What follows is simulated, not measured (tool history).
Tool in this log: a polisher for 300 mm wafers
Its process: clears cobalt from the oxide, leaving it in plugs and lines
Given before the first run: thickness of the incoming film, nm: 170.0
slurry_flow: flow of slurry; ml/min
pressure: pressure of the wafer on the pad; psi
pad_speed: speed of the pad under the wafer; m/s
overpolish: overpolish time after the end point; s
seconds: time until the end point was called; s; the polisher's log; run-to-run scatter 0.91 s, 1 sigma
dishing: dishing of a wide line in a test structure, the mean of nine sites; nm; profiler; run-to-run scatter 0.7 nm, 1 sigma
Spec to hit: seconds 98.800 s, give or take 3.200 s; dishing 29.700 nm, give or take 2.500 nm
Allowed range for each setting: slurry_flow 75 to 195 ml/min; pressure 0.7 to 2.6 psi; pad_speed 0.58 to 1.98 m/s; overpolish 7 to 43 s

run  hour  slurry_flow  pressure  pad_speed  overpolish  seconds  dishing
  1   0.0          125       1.6       1.28          22   32.710   42.632
  2   3.0          120       1.4       1.14          22   42.924   39.386
  3   7.0          135       1.4       1.14          22   40.440   42.459
  4  15.5          135       1.4       1.14          19   41.079   38.708
  5  20.2          110       1.4       1.14          19   42.492   36.002
  6  21.4          110       1.7       1.14          19   35.442   39.184
  7  29.6          105       1.5       1.04          20   43.663   36.214
  8  30.6           85       1.0       0.68          30  102.780   30.236
  9  32.4           85       1.0       0.68          29  103.890   28.066

Exercise: of the 4 proposed moves below, exactly one satisfies all targets within the stated allowed misses. Which move is it?
  A  34.2           80       0.8       0.76          38        ?        ?
  B  34.2           90       0.7       0.88          32        ?        ?
  C  34.2          120       0.8       0.82          29        ?        ?
  D  34.2           80       0.9       0.68          33        ?        ?

move  seconds  dishing
   A  114.350   31.238
   B  109.320   28.833
   C   96.779   29.243
   D  113.680   28.681
A: the biggest miss grows against the last run
B: the biggest miss grows against the last run
C: all results land within tolerance of their targets
D: the biggest miss grows against the last run
C meets every target.
